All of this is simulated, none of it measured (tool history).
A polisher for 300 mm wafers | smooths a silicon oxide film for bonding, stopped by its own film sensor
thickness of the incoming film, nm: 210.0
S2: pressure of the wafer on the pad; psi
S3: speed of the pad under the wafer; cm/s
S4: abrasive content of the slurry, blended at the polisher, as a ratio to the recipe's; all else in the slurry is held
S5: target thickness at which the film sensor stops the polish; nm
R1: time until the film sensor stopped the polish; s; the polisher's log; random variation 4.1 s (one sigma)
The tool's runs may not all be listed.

Run 1, hour 0: flow of slurry (ml/min) 280, S2 1.4 psi, S3 78 cm/s, S4 1, S5 163 nm. Result: R1 104.32 s.
Run 2, hour 6.4: flow of slurry (ml/min) 280, S2 1.4 psi, S3 88 cm/s, S4 1, S5 163 nm. Result: R1 92.348 s.
Run 3, hour 10.9: flow of slurry (ml/min) 280, S2 1.4 psi, S3 70 cm/s, S4 1, S5 163 nm. Result: R1 115.08 s.
Run 4, hour 14.3: flow of slurry (ml/min) 310, S2 1.4 psi, S3 70 cm/s, S4 1, S5 163 nm. Result: R1 116.21 s.
Run 5, hour 20.2: flow of slurry (ml/min) 310, S2 1.2 psi, S3 66 cm/s, S4 1, S5 163 nm. Result: R1 136.55 s.
Run 6, hour 24.5: flow of slurry (ml/min) 310, S2 1.2 psi, S3 58 cm/s, S4 1, S5 163 nm. Result: R1 150.75 s.

Run 7 comes next. What will it give?
Run 7, hour 31.2: flow of slurry (ml/min) 310, S2 1 psi, S3 56 cm/s, S4 1, S5 163 nm. Result: R1 ?.

{"run 7": {"R1": 187.27}}

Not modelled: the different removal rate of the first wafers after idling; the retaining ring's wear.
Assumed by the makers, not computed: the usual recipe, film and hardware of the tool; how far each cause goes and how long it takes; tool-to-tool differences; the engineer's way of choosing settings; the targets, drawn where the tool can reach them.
